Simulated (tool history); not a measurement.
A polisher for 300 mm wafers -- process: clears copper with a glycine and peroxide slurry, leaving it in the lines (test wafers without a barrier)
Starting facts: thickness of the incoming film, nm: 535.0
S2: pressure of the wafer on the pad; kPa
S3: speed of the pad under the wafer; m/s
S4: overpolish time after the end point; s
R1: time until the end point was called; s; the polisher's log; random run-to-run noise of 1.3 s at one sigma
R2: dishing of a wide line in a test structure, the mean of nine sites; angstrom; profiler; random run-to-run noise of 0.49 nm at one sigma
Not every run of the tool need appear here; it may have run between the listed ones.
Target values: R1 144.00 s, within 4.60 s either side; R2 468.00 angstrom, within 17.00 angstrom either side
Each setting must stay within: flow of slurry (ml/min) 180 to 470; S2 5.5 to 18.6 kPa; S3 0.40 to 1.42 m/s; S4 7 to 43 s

{"run": 1, "hour": 0.0, "flow of slurry (ml/min)": 300, "S2": 11.7, "S3": 0.9, "S4": 22, "R1": 122.63, "R2": 520.09}
{"run": 2, "hour": 8.3, "flow of slurry (ml/min)": 260, "S2": 11.7, "S3": 0.9, "S4": 22, "R1": 126.42, "R2": 509.83}
{"run": 3, "hour": 14.9, "flow of slurry (ml/min)": 245, "S2": 11.0, "S3": 0.9, "S4": 22, "R1": 130.9, "R2": 501.54}
{"run": 4, "hour": 17.6, "flow of slurry (ml/min)": 280, "S2": 11.0, "S3": 0.9, "S4": 22, "R1": 126.87, "R2": 503.78}
{"run": 5, "hour": 25.8, "flow of slurry (ml/min)": 280, "S2": 13.8, "S3": 0.9, "S4": 22, "R1": 114.34, "R2": 551.22}
{"run": 6, "hour": 28.5, "flow of slurry (ml/min)": 265, "S2": 12.4, "S3": 0.9, "S4": 22, "R1": 121.14, "R2": 531.58}
{"run": 7, "hour": 30.1, "flow of slurry (ml/min)": 265, "S2": 12.4, "S3": 0.9, "S4": 22, "R1": 121.65, "R2": 537.17}
{"run": 8, "hour": 36.7, "flow of slurry (ml/min)": 255, "S2": 11.0, "S3": 0.9, "S4": 22, "R1": 128.74, "R2": 505.96}
{"run": 9, "hour": 37.5, "flow of slurry (ml/min)": 250, "S2": 10.3, "S3": 0.9, "S4": 22, "R1": 131.94, "R2": 492.35}
{"run": 10, "hour": 39.4, "flow of slurry (ml/min)": 245, "S2": 9.7, "S3": 0.9, "S4": 22, "R1": 137.78, "R2": 478.16}
{"run": 11, "hour": 48.2, "flow of slurry (ml/min)": 245, "S2": 9.7, "S3": 0.9, "S4": 22, "R1": 135.24, "R2": 476.74}

Exactly one of the 4 candidate moves below puts every result within its allowed miss. Which one?
{"run": "A", "hour": 57.0, "flow of slurry (ml/min)": 190, "S2": 12.4, "S3": 0.94, "S4": 19, "R1": "?", "R2": "?"}
{"run": "B", "hour": 57.0, "flow of slurry (ml/min)": 250, "S2": 9.0, "S3": 1.04, "S4": 21, "R1": "?", "R2": "?"}
{"run": "C", "hour": 57.0, "flow of slurry (ml/min)": 230, "S2": 15.2, "S3": 0.7, "S4": 22, "R1": "?", "R2": "?"}
{"run": "D", "hour": 57.0, "flow of slurry (ml/min)": 320, "S2": 9.7, "S3": 0.8, "S4": 22, "R1": "?", "R2": "?"}

move=A R1=123.13 R2=467.25
move=B R1=127.75 R2=481.18
move=C R1=133.86 R2=501.34
move=D R1=144.72 R2=460.86
A: misses by more than the last run did
B: misses by more than the last run did
C: misses by more than the last run did
D: each result inside its tolerance
The move that meets every target is D.
